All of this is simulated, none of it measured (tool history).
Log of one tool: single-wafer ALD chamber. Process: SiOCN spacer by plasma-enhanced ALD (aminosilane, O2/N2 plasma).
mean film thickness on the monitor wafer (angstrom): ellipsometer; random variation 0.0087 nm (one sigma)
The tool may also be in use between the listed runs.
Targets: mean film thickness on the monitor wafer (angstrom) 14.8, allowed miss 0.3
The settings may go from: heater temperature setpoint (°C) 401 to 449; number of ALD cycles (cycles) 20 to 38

run    day  heater temperature setpoint (°C)  number of ALD cycles (cycles)  mean film thickness on the monitor wafer (angstrom)
  1      0                               425                             29                                               16.108
  2  0.146                               425                             31                                               17.034
  3  0.483                               427                             30                                               16.632
  4    0.6                               427                             29                                               16.113
  5  0.917                               432                             29                                               15.756
  6  1.054                               433                             29                                               15.743
  7  1.367                               434                             29                                               15.652
  8  1.533                               435                             29                                               15.472

Which of these 5 next moves meets every target?
  A  1.7                               432                             26                                                    ?
  B  1.7                               428                             27                                                    ?
  C  1.7                               435                             26                                                    ?
  D  1.7                               434                             26                                                    ?
  E  1.7                               438                             27                                                    ?

move  mean film thickness on the monitor wafer (angstrom)
   A                                               14.134
   B                                               14.893
   C                                               13.979
   D                                               14.031
   E                                               14.355
A: takes the result that was furthest off past its target
B: meets every target
C: takes the result that was furthest off past its target
D: takes the result that was furthest off past its target
E: takes the result that was furthest off past its target
Move B is the one to make.
